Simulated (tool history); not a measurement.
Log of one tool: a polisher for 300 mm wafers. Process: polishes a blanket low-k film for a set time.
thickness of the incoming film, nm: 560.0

| run | hour | flow of slurry (ml/min) | pressure of the wafer on the pad (kPa) | speed of the pad under the wafer (cm/s) | abrasive content of the slurry | polishing time (s) | film removed (nm) |
|---|---|---|---|---|---|---|---|
| 1 | 0 | 215 | 11 | 102 | 1 | 104 | 43.677 |
| 2 | 3.6 | 185 | 11 | 102 | 1 | 104 | 42.121 |
| 3 | 10.2 | 180 | 9.7 | 102 | 1 | 104 | 37.48 |
| 4 | 16.4 | 175 | 8.3 | 102 | 1 | 104 | 31.743 |
| 5 | 17.6 | 170 | 7.6 | 102 | 1 | 104 | 29.226 |
| 6 | 25 | 165 | 6.9 | 102 | 1 | 104 | 26.595 |
| 7 | 25.5 | 160 | 6.9 | 102 | 1 | 104 | 26.33 |

The next listed run, before its measurement:
| 8 | 28.7 | 160 | 6.9 | 102 | 1 | 104 | ? |

{"run 8": {"film removed (nm)": 26.463}}
